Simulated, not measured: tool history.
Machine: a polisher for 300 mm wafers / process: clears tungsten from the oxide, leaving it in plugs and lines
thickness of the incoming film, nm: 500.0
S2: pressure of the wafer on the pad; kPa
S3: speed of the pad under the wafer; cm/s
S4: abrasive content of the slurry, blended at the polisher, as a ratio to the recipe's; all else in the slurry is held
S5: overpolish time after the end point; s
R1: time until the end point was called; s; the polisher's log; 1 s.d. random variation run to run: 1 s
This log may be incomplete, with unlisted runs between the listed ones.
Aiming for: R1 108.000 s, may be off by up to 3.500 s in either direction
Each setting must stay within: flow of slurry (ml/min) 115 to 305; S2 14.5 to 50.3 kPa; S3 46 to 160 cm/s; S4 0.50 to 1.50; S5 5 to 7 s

{"run": 1, "hour": 0.0, "flow of slurry (ml/min)": 195, "S2": 32.4, "S3": 102, "S4": 1.0, "S5": 7, "R1": 92.568}
{"run": 2, "hour": 6.7, "flow of slurry (ml/min)": 190, "S2": 31.0, "S3": 102, "S4": 1.0, "S5": 7, "R1": 98.74}
{"run": 3, "hour": 11.1, "flow of slurry (ml/min)": 185, "S2": 30.3, "S3": 102, "S4": 1.0, "S5": 7, "R1": 100.59}
{"run": 4, "hour": 17.8, "flow of slurry (ml/min)": 185, "S2": 30.3, "S3": 124, "S4": 1.0, "S5": 7, "R1": 82.941}
{"run": 5, "hour": 21.0, "flow of slurry (ml/min)": 135, "S2": 30.3, "S3": 124, "S4": 1.0, "S5": 7, "R1": 85.532}
{"run": 6, "hour": 27.6, "flow of slurry (ml/min)": 135, "S2": 30.3, "S3": 124, "S4": 0.8, "S5": 7, "R1": 89.896}
{"run": 7, "hour": 34.0, "flow of slurry (ml/min)": 130, "S2": 23.4, "S3": 124, "S4": 0.8, "S5": 7, "R1": 115.55}
{"run": 8, "hour": 39.0, "flow of slurry (ml/min)": 135, "S2": 24.1, "S3": 124, "S4": 0.8, "S5": 7, "R1": 113.67}

Which single option among these 4 for the next run brings every result within its allowed miss of target? Just one does.
{"run": "A", "hour": 44.0, "flow of slurry (ml/min)": 130, "S2": 22.1, "S3": 130, "S4": 0.75, "S5": 5, "R1": "?"}
{"run": "B", "hour": 44.0, "flow of slurry (ml/min)": 135, "S2": 21.4, "S3": 144, "S4": 0.85, "S5": 7, "R1": "?"}
{"run": "C", "hour": 44.0, "flow of slurry (ml/min)": 115, "S2": 21.4, "S3": 130, "S4": 0.85, "S5": 5, "R1": "?"}
{"run": "D", "hour": 44.0, "flow of slurry (ml/min)": 130, "S2": 22.8, "S3": 118, "S4": 0.9, "S5": 7, "R1": "?"}

move=A R1=118.930
move=B R1=107.650
move=C R1=120.560
move=D R1=122.020
A: further off than the last run
B: meets every target
C: further off than the last run
D: further off than the last run
B is the move that brings every result within its allowed miss.
